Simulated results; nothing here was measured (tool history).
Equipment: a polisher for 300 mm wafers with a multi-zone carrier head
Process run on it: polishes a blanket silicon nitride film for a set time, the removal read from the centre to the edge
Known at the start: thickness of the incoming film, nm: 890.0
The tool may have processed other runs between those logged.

run,hour,flow of slurry (ml/min),pressure of the head's centre zone,pressure of the head's middle zone,pressure of the head's edge zone,polishing time (s),film removed at the wafer's centre (nm),film removed at mid-radius (nm),film removed at the wafer's edge (nm)
1,0,145,1,1,1,67,119.39,120.51,127.42
2,3.9,155,1.01,0.99,1.05,69,125.84,126.27,135.85
3,4.5,130,1.01,0.99,1.05,69,122.87,121.63,130.87
4,10.6,130,1.01,0.99,1.05,82,146.38,144.56,156.43
5,16.3,125,1.01,0.96,1.06,82,142.27,139.03,155.54
6,22.2,155,1.01,0.96,1.06,82,152.57,147.81,161.32

Estimate the outcome of run 7 from the log above:
7,27.7,155,1.01,0.96,1.06,82,?,?,?

film removed at the wafer's centre (nm): 151.84
film removed at mid-radius (nm): 145.63
film removed at the wafer's edge (nm): 159.11

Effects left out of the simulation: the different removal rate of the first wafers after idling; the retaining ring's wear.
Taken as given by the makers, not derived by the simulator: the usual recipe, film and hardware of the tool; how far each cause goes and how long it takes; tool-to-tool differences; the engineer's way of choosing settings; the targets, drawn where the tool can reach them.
